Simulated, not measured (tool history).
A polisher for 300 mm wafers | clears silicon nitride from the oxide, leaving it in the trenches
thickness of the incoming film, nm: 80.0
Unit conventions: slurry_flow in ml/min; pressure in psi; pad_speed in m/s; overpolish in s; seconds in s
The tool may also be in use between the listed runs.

run  hour  slurry_flow  pressure  pad_speed  overpolish  seconds
  1   0.0          265       3.4       0.86          18   74.036
  2   3.8          265       3.4       0.72          18   85.602
  3   8.9          265       3.4       0.92          18   69.472
  4  16.3          265       3.9       0.92          18   60.917
  5  21.9          265       4.6       0.92          18   51.141
  6  22.5          265       4.8       0.92          18   50.075
  7  27.9          265       5.0       0.92          18   49.178

Run 8 is up next; what results do you expect?
  8  29.5          265       5.1       0.94          18        ?

{"run 8": {"seconds": 46.366}}

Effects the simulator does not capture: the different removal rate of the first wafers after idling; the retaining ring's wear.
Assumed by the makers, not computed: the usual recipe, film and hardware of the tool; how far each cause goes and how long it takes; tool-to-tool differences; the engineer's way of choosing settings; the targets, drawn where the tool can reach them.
